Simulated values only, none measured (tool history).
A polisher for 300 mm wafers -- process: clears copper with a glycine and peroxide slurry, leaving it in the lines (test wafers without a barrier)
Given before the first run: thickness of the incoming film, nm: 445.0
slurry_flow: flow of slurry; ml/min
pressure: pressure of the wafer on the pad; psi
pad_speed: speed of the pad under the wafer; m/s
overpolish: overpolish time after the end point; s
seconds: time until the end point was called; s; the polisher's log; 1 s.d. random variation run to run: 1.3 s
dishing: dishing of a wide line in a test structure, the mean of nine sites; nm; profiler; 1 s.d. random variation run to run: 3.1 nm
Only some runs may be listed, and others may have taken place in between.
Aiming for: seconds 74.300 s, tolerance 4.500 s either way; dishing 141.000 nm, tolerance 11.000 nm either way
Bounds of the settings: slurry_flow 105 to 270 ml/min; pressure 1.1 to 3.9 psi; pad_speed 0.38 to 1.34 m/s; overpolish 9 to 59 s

| run | hour | slurry_flow | pressure | pad_speed | overpolish | seconds | dishing |
|---|---|---|---|---|---|---|---|
| 1 | 0.0 | 175 | 2.5 | 0.86 | 30 | 86.008 | 80.746 |
| 2 | 2.8 | 150 | 2.5 | 0.86 | 30 | 91.344 | 81.940 |
| 3 | 11.7 | 150 | 2.6 | 0.86 | 33 | 86.449 | 94.949 |
| 4 | 18.2 | 175 | 2.6 | 0.86 | 33 | 82.403 | 89.657 |
| 5 | 26.3 | 175 | 2.6 | 0.86 | 40 | 85.235 | 103.380 |
| 6 | 32.0 | 150 | 2.6 | 0.86 | 40 | 87.791 | 106.450 |
| 7 | 38.2 | 150 | 2.7 | 0.86 | 41 | 85.414 | 108.840 |
| 8 | 46.2 | 150 | 2.8 | 0.86 | 42 | 80.440 | 110.920 |

Which single option among these 4 for the next run brings every result within its allowed miss of target? Just one does.
| A | 54.2 | 155 | 2.7 | 0.72 | 31 | ? | ? |
| B | 54.2 | 155 | 3.1 | 0.88 | 55 | ? | ? |
| C | 54.2 | 120 | 3.1 | 0.96 | 42 | ? | ? |
| D | 54.2 | 185 | 3.8 | 0.66 | 36 | ? | ? |

| move | seconds | dishing |
|---|---|---|
| A | 97.389 | 84.267 |
| B | 77.147 | 139.040 |
| C | 77.149 | 119.990 |
| D | 75.723 | 114.540 |
A: further off than the last run
B: every result within its allowed miss
C: nearer the targets than the last run, but a result is still out of spec
D: nearer the targets than the last run, but a result is still out of spec
The right move is B.
